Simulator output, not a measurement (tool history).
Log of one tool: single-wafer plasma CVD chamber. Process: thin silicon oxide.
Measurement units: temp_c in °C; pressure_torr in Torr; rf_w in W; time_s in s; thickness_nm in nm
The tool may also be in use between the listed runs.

run 1 hour=0.0 | temp_c=400 pressure_torr=0.533 rf_w=340 time_s=7.95 | thickness_nm=9.5412
run 2 hour=4.6 | temp_c=400 pressure_torr=0.552 rf_w=340 time_s=7.95 | thickness_nm=9.7268
run 3 hour=10.8 | temp_c=391 pressure_torr=0.552 rf_w=340 time_s=7.95 | thickness_nm=9.8338
run 4 hour=17.4 | temp_c=391 pressure_torr=0.552 rf_w=340 time_s=8.22 | thickness_nm=10.1220
run 5 hour=18.9 | temp_c=391 pressure_torr=0.465 rf_w=340 time_s=8.22 | thickness_nm=8.9810
run 6 hour=26.8 | temp_c=391 pressure_torr=0.548 rf_w=340 time_s=8.22 | thickness_nm=10.1540
run 7 hour=29.7 | temp_c=391 pressure_torr=0.568 rf_w=340 time_s=8.22 | thickness_nm=10.3340
run 8 hour=32.4 | temp_c=391 pressure_torr=0.588 rf_w=340 time_s=8.22 | thickness_nm=10.6320
run 9 hour=36.5 | temp_c=391 pressure_torr=0.605 rf_w=340 time_s=8.22 | thickness_nm=10.8660
run 10 hour=40.4 | temp_c=391 pressure_torr=0.605 rf_w=340 time_s=8.22 | thickness_nm=10.8210

What will run 11 give?
run 11 hour=44.4 | temp_c=391 pressure_torr=0.605 rf_w=340 time_s=8.22 | thickness_nm=?

Run 11 came out at thickness_nm 10.8550 nm.
